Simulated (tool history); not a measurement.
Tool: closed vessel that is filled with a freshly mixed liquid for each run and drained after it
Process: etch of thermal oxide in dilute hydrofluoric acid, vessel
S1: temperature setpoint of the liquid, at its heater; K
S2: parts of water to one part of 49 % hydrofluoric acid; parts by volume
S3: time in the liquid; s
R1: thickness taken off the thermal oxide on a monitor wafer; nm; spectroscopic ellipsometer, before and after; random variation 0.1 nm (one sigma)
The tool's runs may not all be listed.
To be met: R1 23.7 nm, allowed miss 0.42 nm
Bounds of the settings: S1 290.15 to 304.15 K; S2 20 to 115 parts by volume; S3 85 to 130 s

run  hour      S1  S2   S3      R1
  1     0  296.15  65  130  10.802
  2   7.2  297.65  60  130  12.596
  3   8.4  300.65  60  130  14.197
  4  12.8  301.15  55  130  15.956
  5  15.5  301.65  50  130  18.211
  6  17.8  302.15  50  130  18.433
  7  26.4  302.65  50  130  18.732
     32.4  -- thermometer replaced
  8  32.4  303.15  50  130  18.115

Which of these 4 next moves meets every target?
  A  38.4  304.15  50   85   ?
  B  38.4  304.15  40  130   ?
  C  38.4  303.65  45  130   ?
  D  38.4  299.15  50  130   ?

move      R1
   A   12.34
   B  23.969
   C  20.727
   D  15.474
A: further off than the last run
B: meets every target
C: nearer than the last run, and not there yet
D: further off than the last run
Answer: B
